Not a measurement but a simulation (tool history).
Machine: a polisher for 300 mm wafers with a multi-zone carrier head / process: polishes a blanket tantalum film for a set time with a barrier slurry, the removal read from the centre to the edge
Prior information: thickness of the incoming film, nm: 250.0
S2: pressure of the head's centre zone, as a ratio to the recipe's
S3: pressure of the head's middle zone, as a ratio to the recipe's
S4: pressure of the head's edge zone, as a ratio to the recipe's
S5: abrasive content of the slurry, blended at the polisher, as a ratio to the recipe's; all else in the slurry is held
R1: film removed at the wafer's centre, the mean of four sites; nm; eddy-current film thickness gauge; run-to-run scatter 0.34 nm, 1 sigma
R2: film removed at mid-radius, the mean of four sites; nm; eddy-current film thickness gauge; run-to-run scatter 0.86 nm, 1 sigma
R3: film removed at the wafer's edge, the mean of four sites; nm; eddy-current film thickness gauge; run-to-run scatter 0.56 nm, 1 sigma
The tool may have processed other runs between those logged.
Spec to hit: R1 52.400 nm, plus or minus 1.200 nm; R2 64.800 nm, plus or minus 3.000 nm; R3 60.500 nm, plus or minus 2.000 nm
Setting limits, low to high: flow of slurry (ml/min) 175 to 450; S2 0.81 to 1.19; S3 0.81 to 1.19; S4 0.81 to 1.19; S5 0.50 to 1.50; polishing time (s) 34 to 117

Run 1, day 0.000: flow of slurry (ml/min) 290, S2 1.00, S3 1.00, S4 1.00, S5 1.00, polishing time (s) 75. Result: R1 89.227 nm, R2 91.321 nm, R3 91.555 nm.
Run 2, day 0.233: flow of slurry (ml/min) 280, S2 0.94, S3 1.00, S4 0.95, S5 0.85, polishing time (s) 70. Result: R1 72.635 nm, R2 76.763 nm, R3 78.215 nm.
Run 3, day 0.400: flow of slurry (ml/min) 280, S2 0.94, S3 1.00, S4 0.88, S5 0.85, polishing time (s) 70. Result: R1 73.027 nm, R2 77.724 nm, R3 76.170 nm.
Run 4, day 0.529: flow of slurry (ml/min) 270, S2 0.90, S3 1.03, S4 0.86, S5 0.75, polishing time (s) 68. Result: R1 64.072 nm, R2 74.062 nm, R3 68.692 nm.
Run 5, day 0.679: flow of slurry (ml/min) 255, S2 0.87, S3 1.02, S4 0.84, S5 0.70, polishing time (s) 68. Result: R1 58.622 nm, R2 70.869 nm, R3 65.476 nm.
Run 6, day 0.988: flow of slurry (ml/min) 240, S2 0.86, S3 1.01, S4 0.83, S5 0.65, polishing time (s) 68. Result: R1 54.978 nm, R2 67.405 nm, R3 61.963 nm.
Run 7, day 1.017: flow of slurry (ml/min) 225, S2 0.86, S3 1.01, S4 0.83, S5 0.65, polishing time (s) 68. Result: R1 55.135 nm, R2 66.141 nm, R3 60.984 nm.
Run 8, day 1.154: flow of slurry (ml/min) 225, S2 0.86, S3 1.01, S4 0.83, S5 0.65, polishing time (s) 68. Result: R1 54.210 nm, R2 64.566 nm, R3 61.793 nm.

Below are 5 possible settings for the next run. Only one of them brings all results inside the allowed miss of their targets. Which is it?
Run A, day 1.292: flow of slurry (ml/min) 205, S2 0.83, S3 1.07, S4 0.81, S5 0.60, polishing time (s) 67. Result: R1 ?, R2 ?, R3 ?.
Run B, day 1.292: flow of slurry (ml/min) 215, S2 0.85, S3 1.07, S4 0.85, S5 0.50, polishing time (s) 76. Result: R1 ?, R2 ?, R3 ?.
Run C, day 1.292: flow of slurry (ml/min) 335, S2 0.81, S3 1.09, S4 0.81, S5 0.50, polishing time (s) 79. Result: R1 ?, R2 ?, R3 ?.
Run D, day 1.292: flow of slurry (ml/min) 190, S2 0.89, S3 1.09, S4 0.81, S5 0.75, polishing time (s) 60. Result: R1 ?, R2 ?, R3 ?.
Run E, day 1.292: flow of slurry (ml/min) 185, S2 0.85, S3 1.04, S4 0.84, S5 0.75, polishing time (s) 63. Result: R1 ?, R2 ?, R3 ?.

move      R1      R2      R3
   A  48.698  63.879  55.484
   B  49.829  63.751  56.476
   C  52.066  70.672  59.592
   D  52.465  65.221  55.924
   E  52.332  65.538  59.526
A: carries the result that was furthest off beyond its target, to the other side
B: carries the result that was furthest off beyond its target, to the other side
C: puts the biggest miss on target and leaves a different result outside tolerance
D: puts the biggest miss on target and leaves a different result outside tolerance
E: in spec on every target
Answer: E
